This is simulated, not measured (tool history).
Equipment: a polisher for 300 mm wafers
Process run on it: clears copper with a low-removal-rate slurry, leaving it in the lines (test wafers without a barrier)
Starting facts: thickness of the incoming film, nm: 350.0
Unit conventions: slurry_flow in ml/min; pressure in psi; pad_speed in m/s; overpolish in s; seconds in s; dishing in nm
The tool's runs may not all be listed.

{"run": 1, "day": 0.0, "slurry_flow": 285, "pressure": 2.5, "pad_speed": 0.88, "slurry_solids": 1, "overpolish": 20, "seconds": 130.76, "dishing": 36.312}
{"run": 2, "day": 0.071, "slurry_flow": 285, "pressure": 2.5, "pad_speed": 0.88, "slurry_solids": 1, "overpolish": 21, "seconds": 130.18, "dishing": 38.496}
{"run": 3, "day": 0.329, "slurry_flow": 285, "pressure": 2.2, "pad_speed": 0.88, "slurry_solids": 1, "overpolish": 21, "seconds": 148.16, "dishing": 34.408}
{"run": 4, "day": 0.488, "slurry_flow": 320, "pressure": 2.2, "pad_speed": 0.88, "slurry_solids": 1, "overpolish": 21, "seconds": 146.04, "dishing": 33.959}
{"run": 5, "day": 0.692, "slurry_flow": 320, "pressure": 2.3, "pad_speed": 0.88, "slurry_solids": 1, "overpolish": 22, "seconds": 140.05, "dishing": 37.008}
{"run": 6, "day": 0.888, "slurry_flow": 320, "pressure": 2.3, "pad_speed": 0.88, "slurry_solids": 1, "overpolish": 26, "seconds": 140.58, "dishing": 43.543}

What will run 7 give?
{"run": 7, "day": 1.25, "slurry_flow": 320, "pressure": 2.4, "pad_speed": 0.88, "slurry_solids": 1, "overpolish": 26, "seconds": "?", "dishing": "?"}

{"run 7": {"seconds": 135.61, "dishing": 43.746}}
